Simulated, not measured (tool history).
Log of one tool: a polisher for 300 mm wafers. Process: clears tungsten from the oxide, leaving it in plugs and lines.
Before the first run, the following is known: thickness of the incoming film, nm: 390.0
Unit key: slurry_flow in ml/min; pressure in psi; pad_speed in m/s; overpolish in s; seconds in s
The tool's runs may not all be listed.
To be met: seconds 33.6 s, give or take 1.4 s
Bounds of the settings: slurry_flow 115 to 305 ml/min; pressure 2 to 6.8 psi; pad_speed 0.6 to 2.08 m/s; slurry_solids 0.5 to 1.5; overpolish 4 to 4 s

{"run": 1, "hour": 0.0, "slurry_flow": 195, "pressure": 4.4, "pad_speed": 1.34, "slurry_solids": 1, "overpolish": 4, "seconds": 38.752}
{"run": 2, "hour": 6.6, "slurry_flow": 195, "pressure": 4.4, "pad_speed": 1.34, "slurry_solids": 1, "overpolish": 4, "seconds": 38.497}
{"run": 3, "hour": 8.3, "slurry_flow": 195, "pressure": 4.4, "pad_speed": 1.16, "slurry_solids": 1, "overpolish": 4, "seconds": 45.022}
{"run": 4, "hour": 12.9, "slurry_flow": 195, "pressure": 4.5, "pad_speed": 1.16, "slurry_solids": 1, "overpolish": 4, "seconds": 43.968}
{"run": 5, "hour": 19.9, "slurry_flow": 160, "pressure": 4.5, "pad_speed": 1.16, "slurry_solids": 1, "overpolish": 4, "seconds": 45.194}
{"run": 6, "hour": 22.2, "slurry_flow": 160, "pressure": 4.5, "pad_speed": 1.32, "slurry_solids": 1, "overpolish": 4, "seconds": 39.77}
{"run": 7, "hour": 29.8, "slurry_flow": 165, "pressure": 4.6, "pad_speed": 1.32, "slurry_solids": 1, "overpolish": 4, "seconds": 39.409}
{"run": 8, "hour": 33.6, "slurry_flow": 170, "pressure": 4.7, "pad_speed": 1.32, "slurry_solids": 1, "overpolish": 4, "seconds": 37.365}
{"run": 9, "hour": 41.8, "slurry_flow": 180, "pressure": 4.9, "pad_speed": 1.32, "slurry_solids": 1, "overpolish": 4, "seconds": 36.32}

Below are 5 possible settings for the next run. Only one of them brings all results inside the allowed miss of their targets. Which is it?
{"run": "A", "hour": 50.0, "slurry_flow": 210, "pressure": 5, "pad_speed": 1.38, "slurry_solids": 1.05, "overpolish": 4, "seconds": "?"}
{"run": "B", "hour": 50.0, "slurry_flow": 155, "pressure": 5.2, "pad_speed": 1.46, "slurry_solids": 1.05, "overpolish": 4, "seconds": "?"}
{"run": "C", "hour": 50.0, "slurry_flow": 195, "pressure": 5.3, "pad_speed": 1.16, "slurry_solids": 0.95, "overpolish": 4, "seconds": "?"}
{"run": "D", "hour": 50.0, "slurry_flow": 205, "pressure": 4.5, "pad_speed": 1.32, "slurry_solids": 1.4, "overpolish": 4, "seconds": "?"}
{"run": "E", "hour": 50.0, "slurry_flow": 170, "pressure": 5.6, "pad_speed": 1.38, "slurry_solids": 1.1, "overpolish": 4, "seconds": "?"}

move=A seconds=33.229
move=B seconds=31.415
move=C seconds=38.138
move=D seconds=36.512
move=E seconds=30.393
A: every result within its allowed miss
B: takes the biggest miss from the last run beyond its target
C: lands further from the targets than the last run did
D: lands further from the targets than the last run did
E: takes the biggest miss from the last run beyond its target
Go with A: it meets all targets.

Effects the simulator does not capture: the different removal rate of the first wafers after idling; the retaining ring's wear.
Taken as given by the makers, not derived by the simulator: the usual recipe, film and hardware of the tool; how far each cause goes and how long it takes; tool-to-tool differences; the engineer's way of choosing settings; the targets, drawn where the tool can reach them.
